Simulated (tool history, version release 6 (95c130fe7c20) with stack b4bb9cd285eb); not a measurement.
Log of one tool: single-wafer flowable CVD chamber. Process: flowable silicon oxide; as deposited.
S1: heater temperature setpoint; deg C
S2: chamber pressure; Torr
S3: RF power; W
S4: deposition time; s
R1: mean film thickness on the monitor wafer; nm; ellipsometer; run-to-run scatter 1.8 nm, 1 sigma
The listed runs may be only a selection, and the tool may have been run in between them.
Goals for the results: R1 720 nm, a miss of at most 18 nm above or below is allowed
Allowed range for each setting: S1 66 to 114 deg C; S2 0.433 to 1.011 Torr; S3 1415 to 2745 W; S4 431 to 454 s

| run | hour | S1 | S2 | S3 | S4 | R1 |
|---|---|---|---|---|---|---|
| 1 | 0 | 90 | 0.722 | 2080 | 454 | 371.83 |
| 2 | 7.7 | 86 | 0.723 | 2080 | 454 | 426.04 |
| 3 | 15.6 | 86 | 0.723 | 2080 | 454 | 423.94 |
| 4 | 18.1 | 83 | 0.724 | 2080 | 454 | 468.52 |
| 5 | 26.5 | 83 | 0.724 | 2380 | 454 | 479.64 |
| 6 | 33.1 | 80 | 0.725 | 2380 | 454 | 521.36 |
| 7 | 38.2 | 78 | 0.725 | 2380 | 454 | 550.18 |
| 8 | 44.1 | 78 | 0.725 | 2380 | 454 | 552.23 |
| 9 | 52.1 | 68 | 0.727 | 2380 | 454 | 685.3 |
| 10 | 57.8 | 68 | 0.728 | 2380 | 454 | 686.01 |
| 11 | 64.8 | 67 | 0.729 | 2380 | 454 | 699.39 |
| 12 | 69.8 | 67 | 0.73 | 2380 | 454 | 699.39 |
| 13 | 77.5 | 67 | 0.731 | 2380 | 454 | 700.75 |

Which one of the following 5 next-run settings gets every result inside its allowed miss? There is exactly one.
| A | 85.2 | 67 | 0.799 | 2370 | 454 | ? |
| B | 85.2 | 67 | 0.799 | 2165 | 452 | ? |
| C | 85.2 | 66 | 0.731 | 2375 | 454 | ? |
| D | 85.2 | 66 | 0.721 | 2290 | 437 | ? |
| E | 85.2 | 66 | 0.783 | 2475 | 454 | ? |

| move | R1 |
|---|---|
| A | 760.2 |
| B | 746.76 |
| C | 709.93 |
| D | 670.77 |
| E | 762.84 |
A: takes the result that was furthest off past its target
B: takes the result that was furthest off past its target
C: hits every target within its allowed miss
D: lands further from the targets than the last run did
E: takes the result that was furthest off past its target
Correct choice: C, which meets every target

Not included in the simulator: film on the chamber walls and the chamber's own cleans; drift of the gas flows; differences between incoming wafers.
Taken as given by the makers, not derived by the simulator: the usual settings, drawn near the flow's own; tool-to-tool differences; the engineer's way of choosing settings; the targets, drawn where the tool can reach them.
